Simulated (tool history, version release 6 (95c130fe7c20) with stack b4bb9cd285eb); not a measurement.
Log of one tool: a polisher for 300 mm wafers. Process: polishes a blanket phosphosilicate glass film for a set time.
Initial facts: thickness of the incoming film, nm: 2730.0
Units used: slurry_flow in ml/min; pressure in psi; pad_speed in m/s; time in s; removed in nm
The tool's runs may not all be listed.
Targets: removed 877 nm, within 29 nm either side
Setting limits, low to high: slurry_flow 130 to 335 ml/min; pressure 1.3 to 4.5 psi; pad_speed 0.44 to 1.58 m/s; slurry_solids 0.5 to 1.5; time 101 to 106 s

run,hour,slurry_flow,pressure,pad_speed,slurry_solids,time,removed
1,0,215,2.9,1,1,101,711.09
2,3.2,215,2.4,1,1,101,603.04
3,9.8,255,2.4,1,1,101,616.84
4,16.4,255,2.6,1,1,101,660.63
5,21.7,255,2.8,1,1,101,711.25
6,30.3,255,2.3,1,1,101,598.48
7,37.2,260,2.6,1,1,101,672.29
8,43.5,270,2.8,1,1,101,712.03
9,48.6,270,2.9,1,1,101,730.84
10,51.1,270,3,1,1,101,753

Below are 5 possible settings for the next run. Only one of them brings all results inside the allowed miss of their targets. Which is it?
A,53.6,275,3.1,0.92,1.05,104,?
B,53.6,250,3.4,0.9,0.95,102,?
C,53.6,255,3.4,0.9,0.9,103,?
D,53.6,335,3.1,1.38,0.75,106,?
E,53.6,280,3.4,0.8,1.1,102,?

move,removed
A,782.6
B,786.83
C,776.25
D,862.06
E,798.68
A: moves toward the targets from the last run without getting all of them in spec
B: moves toward the targets from the last run without getting all of them in spec
C: moves toward the targets from the last run without getting all of them in spec
D: meets every target
E: moves toward the targets from the last run without getting all of them in spec
Move D is the one to make.
